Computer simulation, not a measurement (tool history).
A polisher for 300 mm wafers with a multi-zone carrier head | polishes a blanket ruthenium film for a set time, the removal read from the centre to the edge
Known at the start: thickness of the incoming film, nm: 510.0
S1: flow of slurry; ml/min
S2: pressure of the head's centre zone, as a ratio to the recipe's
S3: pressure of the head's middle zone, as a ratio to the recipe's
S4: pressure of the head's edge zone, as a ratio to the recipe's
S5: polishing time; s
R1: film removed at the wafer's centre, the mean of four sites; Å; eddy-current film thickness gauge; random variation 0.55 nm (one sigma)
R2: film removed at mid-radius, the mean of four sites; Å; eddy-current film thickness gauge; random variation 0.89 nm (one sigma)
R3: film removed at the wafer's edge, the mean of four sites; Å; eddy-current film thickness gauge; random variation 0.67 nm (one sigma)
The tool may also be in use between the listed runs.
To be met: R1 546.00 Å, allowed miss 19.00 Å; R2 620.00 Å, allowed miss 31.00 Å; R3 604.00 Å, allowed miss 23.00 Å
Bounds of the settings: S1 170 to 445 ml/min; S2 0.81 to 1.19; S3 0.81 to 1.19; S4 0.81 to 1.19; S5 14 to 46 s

{"run": 1, "day": 0.0, "S1": 285, "S2": 1.0, "S3": 1.0, "S4": 1.0, "S5": 30, "R1": 381.6, "R2": 389.47, "R3": 409.44}
{"run": 2, "day": 0.233, "S1": 290, "S2": 1.01, "S3": 1.05, "S4": 1.03, "S5": 33, "R1": 420.59, "R2": 461.84, "R3": 449.38}
{"run": 3, "day": 0.383, "S1": 290, "S2": 1.01, "S3": 0.96, "S4": 1.03, "S5": 33, "R1": 421.8, "R2": 425.78, "R3": 446.44}
{"run": 4, "day": 0.683, "S1": 285, "S2": 1.0, "S3": 0.97, "S4": 1.05, "S5": 36, "R1": 451.32, "R2": 459.23, "R3": 495.66}
{"run": 5, "day": 1.033, "S1": 285, "S2": 1.04, "S3": 0.97, "S4": 1.05, "S5": 36, "R1": 460.58, "R2": 477.37, "R3": 496.58}
{"run": 6, "day": 1.288, "S1": 285, "S2": 1.05, "S3": 0.99, "S4": 1.07, "S5": 38, "R1": 499.57, "R2": 516.89, "R3": 531.27}
{"run": 7, "day": 1.629, "S1": 285, "S2": 1.05, "S3": 1.02, "S4": 1.09, "S5": 39, "R1": 508.27, "R2": 518.45, "R3": 551.71}
{"run": 8, "day": 1.75, "S1": 290, "S2": 1.04, "S3": 1.06, "S4": 1.08, "S5": 40, "R1": 513.17, "R2": 567.54, "R3": 557.19}
{"run": 9, "day": 1.917, "S1": 295, "S2": 1.04, "S3": 1.07, "S4": 1.1, "S5": 41, "R1": 528.86, "R2": 569.62, "R3": 578.16}
{"run": 10, "day": 2.079, "S1": 295, "S2": 1.04, "S3": 1.07, "S4": 1.1, "S5": 41, "R1": 535.3, "R2": 562.42, "R3": 573.13}

Which of these 5 next moves meets every target?
{"run": "A", "day": 2.242, "S1": 355, "S2": 1.16, "S3": 1.01, "S4": 1.13, "S5": 37, "R1": "?", "R2": "?", "R3": "?"}
{"run": "B", "day": 2.242, "S1": 305, "S2": 1.05, "S3": 1.03, "S4": 1.08, "S5": 42, "R1": "?", "R2": "?", "R3": "?"}
{"run": "C", "day": 2.242, "S1": 360, "S2": 1.0, "S3": 0.81, "S4": 1.19, "S5": 42, "R1": "?", "R2": "?", "R3": "?"}
{"run": "D", "day": 2.242, "S1": 320, "S2": 1.08, "S3": 0.95, "S4": 1.19, "S5": 40, "R1": "?", "R2": "?", "R3": "?"}
{"run": "E", "day": 2.242, "S1": 295, "S2": 0.99, "S3": 1.1, "S4": 1.07, "S5": 44, "R1": "?", "R2": "?", "R3": "?"}

move=A R1=528.78 R2=504.11 R3=523.46
move=B R1=553.42 R2=574.90 R3=575.80
move=C R1=541.54 R2=486.87 R3=612.28
move=D R1=539.21 R2=516.74 R3=578.48
move=E R1=555.75 R2=632.10 R3=598.78
A: further off than the last run
B: nearer than the last run, and not there yet
C: further off than the last run
D: further off than the last run
E: meets every target
The right move is E.
